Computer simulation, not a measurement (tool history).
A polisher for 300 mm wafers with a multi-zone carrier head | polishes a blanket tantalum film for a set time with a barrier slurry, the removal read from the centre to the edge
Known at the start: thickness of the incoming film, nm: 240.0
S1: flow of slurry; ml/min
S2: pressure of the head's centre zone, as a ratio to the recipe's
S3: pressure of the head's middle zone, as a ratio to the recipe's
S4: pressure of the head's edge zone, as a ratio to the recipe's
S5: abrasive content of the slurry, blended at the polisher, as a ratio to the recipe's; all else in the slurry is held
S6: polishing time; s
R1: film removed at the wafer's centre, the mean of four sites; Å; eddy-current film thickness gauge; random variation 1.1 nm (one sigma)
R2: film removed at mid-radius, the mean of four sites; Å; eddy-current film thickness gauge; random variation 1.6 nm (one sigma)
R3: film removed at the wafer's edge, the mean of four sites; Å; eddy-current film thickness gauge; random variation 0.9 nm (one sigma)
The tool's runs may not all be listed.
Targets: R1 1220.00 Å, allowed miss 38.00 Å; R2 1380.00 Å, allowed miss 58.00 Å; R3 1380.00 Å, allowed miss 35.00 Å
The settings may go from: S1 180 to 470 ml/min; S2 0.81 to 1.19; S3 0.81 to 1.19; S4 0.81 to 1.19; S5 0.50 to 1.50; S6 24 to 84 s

run	day	S1	S2	S3	S4	S5	S6	R1	R2	R3
1	0.000	300	1.00	1.00	1.00	1.00	54	820.62	944.09	956.42
2	0.346	355	1.00	1.00	1.00	1.00	54	862.85	960.71	970.61
3	0.467	345	1.02	1.03	1.04	1.15	57	925.06	1074.90	1080.80
4	0.708	355	1.06	1.05	1.07	1.25	59	1014.90	1111.10	1141.20
5	0.821	355	1.01	1.05	1.07	1.25	59	981.40	1131.40	1139.40
6	1.058	395	1.01	1.05	1.07	1.25	59	978.98	1136.80	1142.00
7	1.146	395	1.03	1.06	1.08	1.35	61	1047.60	1190.60	1209.00
8	1.383	395	1.04	1.08	1.09	1.40	63	1109.20	1252.00	1258.00

Which of these 5 next moves meets every target?
A	1.621	435	1.13	0.95	1.17	1.50	69	?	?	?
B	1.621	255	1.07	1.08	1.12	1.50	69	?	?	?
C	1.621	410	1.18	1.00	1.08	1.50	65	?	?	?
D	1.621	420	0.99	0.99	1.10	1.45	73	?	?	?
E	1.621	370	1.11	1.10	1.02	1.50	66	?	?	?

move	R1	R2	R3
A	1341.90	1276.10	1441.60
B	1216.90	1368.30	1367.00
C	1316.10	1250.30	1301.50
D	1231.50	1388.00	1468.40
E	1247.30	1368.00	1278.00
A: takes the result that was furthest off past its target
B: meets every target
C: nearer than the last run, and not there yet
D: takes the result that was furthest off past its target
E: nearer than the last run, and not there yet
Move B is the one to make.
